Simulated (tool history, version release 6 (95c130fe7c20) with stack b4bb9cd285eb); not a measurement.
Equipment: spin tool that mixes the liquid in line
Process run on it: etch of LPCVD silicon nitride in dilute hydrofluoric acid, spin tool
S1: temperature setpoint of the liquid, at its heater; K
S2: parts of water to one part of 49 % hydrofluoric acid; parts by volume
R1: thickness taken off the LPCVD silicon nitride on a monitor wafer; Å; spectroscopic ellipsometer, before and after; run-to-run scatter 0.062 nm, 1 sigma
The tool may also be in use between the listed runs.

Run 1, day 0.000: S1 299.15 K, S2 130 parts by volume, time under the liquid (s) 265. Result: R1 12.7040 Å.
Run 2, day 0.262: S1 296.65 K, S2 130 parts by volume, time under the liquid (s) 265. Result: R1 11.4750 Å.
Run 3, day 0.392: S1 296.65 K, S2 155 parts by volume, time under the liquid (s) 265. Result: R1 9.2660 Å.
Run 4, day 0.638: S1 297.65 K, S2 140 parts by volume, time under the liquid (s) 265. Result: R1 10.9270 Å.
At day 0.921: hydrofluoric acid flow meter replaced.
Run 5, day 0.921: S1 297.65 K, S2 140 parts by volume, time under the liquid (s) 265. Result: R1 9.8053 Å.
Run 6, day 1.100: S1 298.15 K, S2 125 parts by volume, time under the liquid (s) 265. Result: R1 11.8620 Å.
Run 7, day 1.183: S1 298.65 K, S2 115 parts by volume, time under the liquid (s) 265. Result: R1 12.8030 Å.
Run 8, day 1.279: S1 299.15 K, S2 105 parts by volume, time under the liquid (s) 270. Result: R1 14.5710 Å.

What does the tool deliver on the next run?
Run 9, day 1.392: S1 299.65 K, S2 95 parts by volume, time under the liquid (s) 270. Result: R1 ?.

Run 9 produced R1 17.3460 Å.
